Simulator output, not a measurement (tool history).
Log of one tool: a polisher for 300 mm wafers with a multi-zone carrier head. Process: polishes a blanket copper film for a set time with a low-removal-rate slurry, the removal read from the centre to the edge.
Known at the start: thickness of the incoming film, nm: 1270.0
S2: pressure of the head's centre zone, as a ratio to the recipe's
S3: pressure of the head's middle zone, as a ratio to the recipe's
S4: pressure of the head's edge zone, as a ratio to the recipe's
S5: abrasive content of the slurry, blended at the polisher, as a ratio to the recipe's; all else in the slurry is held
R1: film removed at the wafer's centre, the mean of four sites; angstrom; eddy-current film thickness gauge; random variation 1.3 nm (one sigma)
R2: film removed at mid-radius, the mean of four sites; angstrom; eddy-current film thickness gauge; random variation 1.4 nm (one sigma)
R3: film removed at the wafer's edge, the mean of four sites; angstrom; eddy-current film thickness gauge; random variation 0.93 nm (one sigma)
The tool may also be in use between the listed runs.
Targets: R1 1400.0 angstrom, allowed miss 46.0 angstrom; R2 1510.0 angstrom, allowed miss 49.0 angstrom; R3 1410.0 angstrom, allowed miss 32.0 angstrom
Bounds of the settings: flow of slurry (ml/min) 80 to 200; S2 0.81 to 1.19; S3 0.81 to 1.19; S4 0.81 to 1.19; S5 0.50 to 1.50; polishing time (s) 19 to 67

Run 1, hour 0.0: flow of slurry (ml/min) 130, S2 1.00, S3 1.00, S4 1.00, S5 1.00, polishing time (s) 43. Result: R1 1160.4 angstrom, R2 1139.7 angstrom, R3 1127.1 angstrom.
Run 2, hour 8.2: flow of slurry (ml/min) 145, S2 1.00, S3 1.04, S4 1.05, S5 1.10, polishing time (s) 43. Result: R1 1215.7 angstrom, R2 1230.8 angstrom, R3 1203.8 angstrom.
Run 3, hour 15.8: flow of slurry (ml/min) 155, S2 1.01, S3 1.07, S4 1.08, S5 1.15, polishing time (s) 43. Result: R1 1242.0 angstrom, R2 1282.7 angstrom, R3 1238.6 angstrom.
Run 4, hour 20.9: flow of slurry (ml/min) 140, S2 1.01, S3 1.07, S4 1.08, S5 1.15, polishing time (s) 43. Result: R1 1195.2 angstrom, R2 1250.2 angstrom, R3 1216.3 angstrom.
Run 5, hour 23.2: flow of slurry (ml/min) 140, S2 1.01, S3 1.07, S4 1.08, S5 1.15, polishing time (s) 39. Result: R1 1095.9 angstrom, R2 1124.2 angstrom, R3 1098.0 angstrom.
Run 6, hour 30.0: flow of slurry (ml/min) 155, S2 1.02, S3 1.09, S4 1.10, S5 1.25, polishing time (s) 40. Result: R1 1188.4 angstrom, R2 1224.9 angstrom, R3 1183.5 angstrom.
Run 7, hour 36.1: flow of slurry (ml/min) 165, S2 1.02, S3 1.11, S4 1.12, S5 1.35, polishing time (s) 41. Result: R1 1254.8 angstrom, R2 1301.6 angstrom, R3 1253.1 angstrom.
Run 8, hour 40.9: flow of slurry (ml/min) 170, S2 1.02, S3 1.13, S4 1.14, S5 1.40, polishing time (s) 42. Result: R1 1315.7 angstrom, R2 1414.3 angstrom, R3 1300.4 angstrom.
Run 9, hour 46.1: flow of slurry (ml/min) 175, S2 1.02, S3 1.13, S4 1.16, S5 1.45, polishing time (s) 42. Result: R1 1317.2 angstrom, R2 1409.4 angstrom, R3 1330.7 angstrom.
Run 10, hour 54.4: flow of slurry (ml/min) 180, S2 1.02, S3 1.13, S4 1.17, S5 1.45, polishing time (s) 42. Result: R1 1312.8 angstrom, R2 1401.6 angstrom, R3 1328.8 angstrom.

Which of these 5 next moves meets every target?
Run A, hour 62.7: flow of slurry (ml/min) 170, S2 1.05, S3 1.00, S4 1.19, S5 1.50, polishing time (s) 44. Result: R1 ?, R2 ?, R3 ?.
Run B, hour 62.7: flow of slurry (ml/min) 150, S2 0.93, S3 0.92, S4 1.19, S5 1.50, polishing time (s) 47. Result: R1 ?, R2 ?, R3 ?.
Run C, hour 62.7: flow of slurry (ml/min) 190, S2 1.02, S3 1.14, S4 1.17, S5 1.30, polishing time (s) 45. Result: R1 ?, R2 ?, R3 ?.
Run D, hour 62.7: flow of slurry (ml/min) 190, S2 0.94, S3 1.10, S4 1.19, S5 1.40, polishing time (s) 41. Result: R1 ?, R2 ?, R3 ?.
Run E, hour 62.7: flow of slurry (ml/min) 165, S2 1.09, S3 1.18, S4 0.99, S5 1.50, polishing time (s) 43. Result: R1 ?, R2 ?, R3 ?.

move      R1      R2      R3
   A  1410.0  1319.3  1424.1
   B  1333.2  1283.7  1496.6
   C  1401.9  1496.0  1421.5
   D  1215.4  1340.9  1325.9
   E  1412.5  1477.5  1260.7
A: brings the result that was furthest off to its target, and leaves another outside
B: takes the result that was furthest off past its target
C: meets every target
D: further off than the last run
E: further off than the last run
Move C is the one to make.
